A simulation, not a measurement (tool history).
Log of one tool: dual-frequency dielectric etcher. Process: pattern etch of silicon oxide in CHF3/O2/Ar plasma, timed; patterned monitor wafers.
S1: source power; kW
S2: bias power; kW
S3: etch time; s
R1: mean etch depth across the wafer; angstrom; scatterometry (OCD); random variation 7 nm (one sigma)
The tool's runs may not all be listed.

Run 1, hour 0.0: S1 0.550 kW, S2 0.177 kW, S3 636.0 s. Result: R1 12892 angstrom.
Run 2, hour 7.0: S1 0.550 kW, S2 0.155 kW, S3 636.0 s. Result: R1 12513 angstrom.
Run 3, hour 10.1: S1 0.500 kW, S2 0.146 kW, S3 636.0 s. Result: R1 11555 angstrom.
Run 4, hour 12.9: S1 0.480 kW, S2 0.145 kW, S3 636.0 s. Result: R1 11199 angstrom.
Run 5, hour 20.7: S1 0.460 kW, S2 0.144 kW, S3 636.0 s. Result: R1 10912 angstrom.
Run 6, hour 28.4: S1 0.450 kW, S2 0.143 kW, S3 636.0 s. Result: R1 10897 angstrom.

Run 7 comes next. What will it give?
Run 7, hour 32.6: S1 0.440 kW, S2 0.142 kW, S3 636.0 s. Result: R1 ?.

Run 7 gave R1 10711 angstrom.
